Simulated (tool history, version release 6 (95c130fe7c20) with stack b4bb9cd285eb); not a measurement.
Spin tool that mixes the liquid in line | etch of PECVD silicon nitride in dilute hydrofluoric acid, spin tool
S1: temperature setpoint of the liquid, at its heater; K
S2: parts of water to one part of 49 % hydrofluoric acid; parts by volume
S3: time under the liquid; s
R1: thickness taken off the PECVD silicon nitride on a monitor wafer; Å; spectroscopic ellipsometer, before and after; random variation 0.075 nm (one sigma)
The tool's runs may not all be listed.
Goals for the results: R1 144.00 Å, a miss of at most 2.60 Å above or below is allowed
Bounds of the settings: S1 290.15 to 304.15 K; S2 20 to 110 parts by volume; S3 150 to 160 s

run 1 hour=0.0 | S1=296.15 S2=60 S3=150 | R1=108.89
run 2 hour=6.6 | S1=296.15 S2=60 S3=160 | R1=115.98
run 3 hour=11.5 | S1=296.15 S2=60 S3=160 | R1=116.16
run 4 hour=13.4 | S1=296.15 S2=60 S3=160 | R1=116.35
run 5 hour=20.0 | S1=296.15 S2=45 S3=160 | R1=152.01
run 6 hour=21.9 | S1=297.65 S2=45 S3=160 | R1=170.35
run 7 hour=27.8 | S1=297.15 S2=45 S3=160 | R1=163.73
run 8 hour=30.6 | S1=296.65 S2=45 S3=160 | R1=160.11
run 9 hour=37.3 | S1=296.15 S2=45 S3=160 | R1=154.69
run 10 hour=38.2 | S1=296.15 S2=45 S3=160 | R1=154.18
run 11 hour=40.3 | S1=295.65 S2=45 S3=160 | R1=148.93

Exactly one of the 4 candidate moves below puts every result within its allowed miss. Which one?
run A hour=42.4 | S1=292.65 S2=35 S3=150 | R1=?
run B hour=42.4 | S1=295.15 S2=40 S3=150 | R1=?
run C hour=42.4 | S1=296.15 S2=50 S3=160 | R1=?
run D hour=42.4 | S1=295.65 S2=45 S3=150 | R1=?

move=A R1=143.67
move=B R1=150.19
move=C R1=138.02
move=D R1=138.60
A: hits every target within its allowed miss
B: the biggest miss grows against the last run
C: takes the result that was furthest off past its target
D: takes the result that was furthest off past its target
A is the move that brings every result within its allowed miss.
